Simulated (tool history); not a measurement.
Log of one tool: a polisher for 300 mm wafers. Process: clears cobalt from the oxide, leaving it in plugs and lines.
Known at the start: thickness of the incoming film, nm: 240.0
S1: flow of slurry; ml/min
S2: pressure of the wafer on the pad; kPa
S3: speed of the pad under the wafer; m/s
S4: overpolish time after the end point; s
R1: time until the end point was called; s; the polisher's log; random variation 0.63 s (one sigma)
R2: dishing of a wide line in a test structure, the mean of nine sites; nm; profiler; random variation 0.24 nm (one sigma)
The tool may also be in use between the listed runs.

{"run": 1, "hour": 0.0, "S1": 320, "S2": 17.2, "S3": 0.76, "S4": 14, "R1": 38.852, "R2": 25.104}
{"run": 2, "hour": 1.7, "S1": 320, "S2": 17.2, "S3": 0.84, "S4": 14, "R1": 35.477, "R2": 25.707}
{"run": 3, "hour": 10.6, "S1": 320, "S2": 14.5, "S3": 0.84, "S4": 12, "R1": 39.837, "R2": 24.205}
{"run": 4, "hour": 11.1, "S1": 320, "S2": 14.5, "S3": 1.02, "S4": 12, "R1": 33.342, "R2": 25.443}
{"run": 5, "hour": 15.3, "S1": 320, "S2": 10.3, "S3": 1.02, "S4": 12, "R1": 41.664, "R2": 23.965}
{"run": 6, "hour": 20.8, "S1": 315, "S2": 9.7, "S3": 0.96, "S4": 12, "R1": 46.302, "R2": 23.611}
{"run": 7, "hour": 26.7, "S1": 315, "S2": 9, "S3": 0.92, "S4": 12, "R1": 51.094, "R2": 22.435}
{"run": 8, "hour": 31.8, "S1": 315, "S2": 8.3, "S3": 0.9, "S4": 13, "R1": 55.147, "R2": 22.852}

The next listed run, before its measurement:
{"run": 9, "hour": 38.6, "S1": 310, "S2": 7.6, "S3": 0.82, "S4": 10, "R1": "?", "R2": "?"}

{"run 9": {"R1": 63.346, "R2": 19.32}}
